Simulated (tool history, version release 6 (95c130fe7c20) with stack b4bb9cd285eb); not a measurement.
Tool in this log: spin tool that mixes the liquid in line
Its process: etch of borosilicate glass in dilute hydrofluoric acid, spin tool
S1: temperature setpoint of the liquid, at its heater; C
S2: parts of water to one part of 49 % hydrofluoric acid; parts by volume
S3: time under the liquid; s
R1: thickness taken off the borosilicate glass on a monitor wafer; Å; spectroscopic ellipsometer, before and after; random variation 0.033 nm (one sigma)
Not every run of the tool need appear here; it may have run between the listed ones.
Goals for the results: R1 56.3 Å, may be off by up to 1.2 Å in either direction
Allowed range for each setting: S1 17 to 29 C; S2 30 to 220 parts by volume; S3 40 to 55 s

Run 1, hour 0: S1 21 C, S2 125 parts by volume, S3 55 s. Result: R1 80.757 Å.
Run 2, hour 6.5: S1 21 C, S2 100 parts by volume, S3 55 s. Result: R1 103.47 Å.
Run 3, hour 8.9: S1 21 C, S2 100 parts by volume, S3 55 s. Result: R1 103.52 Å.
Run 4, hour 17.1: S1 21 C, S2 75 parts by volume, S3 55 s. Result: R1 141.23 Å.
Run 5, hour 23.7: S1 21 C, S2 45 parts by volume, S3 55 s. Result: R1 244.36 Å.
Run 6, hour 27.8: S1 20.5 C, S2 55 parts by volume, S3 55 s. Result: R1 193.34 Å.
At hour 30.5: hydrofluoric acid flow meter replaced.
Run 7, hour 30.5: S1 20 C, S2 65 parts by volume, S3 55 s. Result: R1 141.88 Å.
Run 8, hour 36.6: S1 19.5 C, S2 70 parts by volume, S3 55 s. Result: R1 129.98 Å.
Run 9, hour 37.8: S1 19 C, S2 75 parts by volume, S3 55 s. Result: R1 116.56 Å.
Run 10, hour 41.8: S1 19 C, S2 80 parts by volume, S3 55 s. Result: R1 109.01 Å.
Run 11, hour 49.8: S1 19 C, S2 85 parts by volume, S3 55 s. Result: R1 102.5 Å.

Exactly one of the 4 candidate moves below puts every result within its allowed miss. Which one?
Run A, hour 57.8: S1 20.5 C, S2 120 parts by volume, S3 40 s. Result: R1 ?.
Run B, hour 57.8: S1 19 C, S2 105 parts by volume, S3 40 s. Result: R1 ?.
Run C, hour 57.8: S1 18 C, S2 100 parts by volume, S3 40 s. Result: R1 ?.
Run D, hour 57.8: S1 18 C, S2 105 parts by volume, S3 40 s. Result: R1 ?.

move      R1
   A   53.82
   B  58.808
   C  59.553
   D  56.417
A: the result that was furthest off in the last run now lies on the other side of its target
B: closes in on the targets versus the last run, not all within tolerance yet
C: closes in on the targets versus the last run, not all within tolerance yet
D: every result lands within tolerance
The right move is D.
